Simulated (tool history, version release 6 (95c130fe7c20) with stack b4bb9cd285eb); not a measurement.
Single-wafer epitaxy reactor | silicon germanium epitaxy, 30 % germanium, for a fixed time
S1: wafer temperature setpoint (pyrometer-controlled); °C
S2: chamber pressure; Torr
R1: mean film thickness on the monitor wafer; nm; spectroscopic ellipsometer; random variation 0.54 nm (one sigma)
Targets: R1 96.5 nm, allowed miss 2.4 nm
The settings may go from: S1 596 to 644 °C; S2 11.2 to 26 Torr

run  hour   S1    S2      R1
  1     0  620  18.6  76.205
  2     9  615  18.6   69.72
  3  10.2  620  18.7  77.101
  4  15.7  614  18.7  69.284
  5  24.1  619  18.9  76.257
  6  28.5  627  18.9  85.913
  7  29.3  629    19  88.954
  8  30.3  630    19  91.385

Which of these 4 next moves meets every target?
  A  31.3  634  19.1   ?
  B  31.3  633  16.6   ?
  C  31.3  632  13.6   ?
  D  31.3  630  16.8   ?

move      R1
   A  96.271
   B  89.858
   C   82.08
   D  86.048
A: meets every target
B: further off than the last run
C: further off than the last run
D: further off than the last run
Move A is the one to make.
